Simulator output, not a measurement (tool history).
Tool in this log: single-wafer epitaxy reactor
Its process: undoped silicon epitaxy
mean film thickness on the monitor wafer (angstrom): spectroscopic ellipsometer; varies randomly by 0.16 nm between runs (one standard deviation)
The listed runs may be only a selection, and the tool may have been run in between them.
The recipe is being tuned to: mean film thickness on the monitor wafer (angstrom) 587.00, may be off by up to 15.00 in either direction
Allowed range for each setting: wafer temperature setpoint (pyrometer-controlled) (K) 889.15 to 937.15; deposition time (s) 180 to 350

run,hour,wafer temperature setpoint (pyrometer-controlled) (K),deposition time (s),mean film thickness on the monitor wafer (angstrom)
1,0.0,913.15,265,334.10
2,6.8,909.15,265,305.63
3,7.8,901.15,265,251.98
4,10.9,910.15,266,312.24
5,15.1,918.15,266,375.98
6,17.3,918.15,280,394.67
# hour 18.1: pyrometer calibrated
7,18.1,918.15,280,440.99
8,21.8,921.15,280,472.64
9,28.1,932.15,282,603.27

Which single option among these 4 for the next run brings every result within its allowed miss of target? Just one does.
A,34.4,935.15,274,?
B,34.4,936.15,254,?
C,34.4,935.15,270,?
D,34.4,937.15,260,?

move,mean film thickness on the monitor wafer (angstrom)
A,629.34
B,596.10
C,620.15
D,623.44
A: its largest miss is bigger than the last run's
B: in spec on every target
C: its largest miss is bigger than the last run's
D: its largest miss is bigger than the last run's
Go with B: it meets all targets.
